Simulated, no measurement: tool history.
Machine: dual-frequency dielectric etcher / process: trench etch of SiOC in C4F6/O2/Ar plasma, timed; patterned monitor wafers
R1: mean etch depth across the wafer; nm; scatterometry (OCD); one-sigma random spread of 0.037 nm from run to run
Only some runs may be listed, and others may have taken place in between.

{"run": 1, "hour": 0.0, "source power (kW)": 0.36, "bias power (kW)": 0.242, "etch time (s)": 9.5, "R1": 21.501}
{"run": 2, "hour": 6.7, "source power (kW)": 0.36, "bias power (kW)": 0.261, "etch time (s)": 9.5, "R1": 22.384}
{"run": 3, "hour": 13.2, "source power (kW)": 0.32, "bias power (kW)": 0.261, "etch time (s)": 9.5, "R1": 20.829}
{"run": 4, "hour": 19.8, "source power (kW)": 0.32, "bias power (kW)": 0.261, "etch time (s)": 9.5, "R1": 20.777}
{"run": 5, "hour": 28.4, "source power (kW)": 0.29, "bias power (kW)": 0.238, "etch time (s)": 9.5, "R1": 18.833}
{"run": 6, "hour": 33.3, "source power (kW)": 0.27, "bias power (kW)": 0.225, "etch time (s)": 9.5, "R1": 17.566}

Run 7 comes next. What will it give?
{"run": 7, "hour": 38.1, "source power (kW)": 0.26, "bias power (kW)": 0.218, "etch time (s)": 9.5, "R1": "?"}

R1: 16.944 nm
